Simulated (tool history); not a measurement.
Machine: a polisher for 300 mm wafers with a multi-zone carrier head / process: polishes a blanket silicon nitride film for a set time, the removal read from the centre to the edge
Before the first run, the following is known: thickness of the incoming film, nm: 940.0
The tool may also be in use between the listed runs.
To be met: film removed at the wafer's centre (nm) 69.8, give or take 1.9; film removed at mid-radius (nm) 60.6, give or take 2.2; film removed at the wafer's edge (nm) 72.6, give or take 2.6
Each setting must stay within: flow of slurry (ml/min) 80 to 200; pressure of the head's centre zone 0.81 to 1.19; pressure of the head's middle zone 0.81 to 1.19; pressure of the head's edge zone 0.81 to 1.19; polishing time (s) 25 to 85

run,hour,flow of slurry (ml/min),pressure of the head's centre zone,pressure of the head's middle zone,pressure of the head's edge zone,polishing time (s),film removed at the wafer's centre (nm),film removed at mid-radius (nm),film removed at the wafer's edge (nm)
1,0,130,1,1,1,55,104.75,103.2,104.86
2,8.2,120,0.99,0.95,0.99,51,93.074,90.744,92.964
3,15.2,115,1,0.91,1.03,48,88.969,81.528,88.635
4,18.2,110,0.99,0.88,1.04,46,82.478,74.59,86.076
5,20.7,105,0.99,0.86,1.03,44,78.401,69.17,79.744
6,24.7,105,1.03,0.86,1.03,44,81.537,69.277,82.166
7,30.9,100,1.02,0.85,1.02,43,77.192,66.358,79.181
8,34.6,95,1.02,0.84,1,43,75.644,64.741,75.109
9,41.7,80,0.98,0.81,1.02,42,65.255,58.222,70.736
10,50.6,85,0.98,0.81,1.02,42,67.305,58.432,74.377
11,57.8,85,0.98,0.81,1.01,42,67.131,58.826,72.753

Exactly one of the 5 candidate moves below puts every result within its allowed miss. Which one?
A,65,80,1.08,0.86,1.07,43,?,?,?
B,65,85,0.98,0.83,1.02,40,?,?,?
C,65,80,0.89,0.81,1.03,45,?,?,?
D,65,80,1.02,0.84,0.96,43,?,?,?
E,65,115,0.97,0.87,1,39,?,?,?

move,film removed at the wafer's centre (nm),film removed at mid-radius (nm),film removed at the wafer's edge (nm)
A,72.868,61.854,75.596
B,63.29,57.338,69.823
C,62.724,61.699,77.688
D,68.781,60.699,71.731
E,68.67,64.273,72.1
A: takes the result that was furthest off past its target
B: the biggest miss grows against the last run
C: the biggest miss grows against the last run
D: each result inside its tolerance
E: the worst result of the last run now meets its target, but another is out of spec
Correct choice: D, which meets every target

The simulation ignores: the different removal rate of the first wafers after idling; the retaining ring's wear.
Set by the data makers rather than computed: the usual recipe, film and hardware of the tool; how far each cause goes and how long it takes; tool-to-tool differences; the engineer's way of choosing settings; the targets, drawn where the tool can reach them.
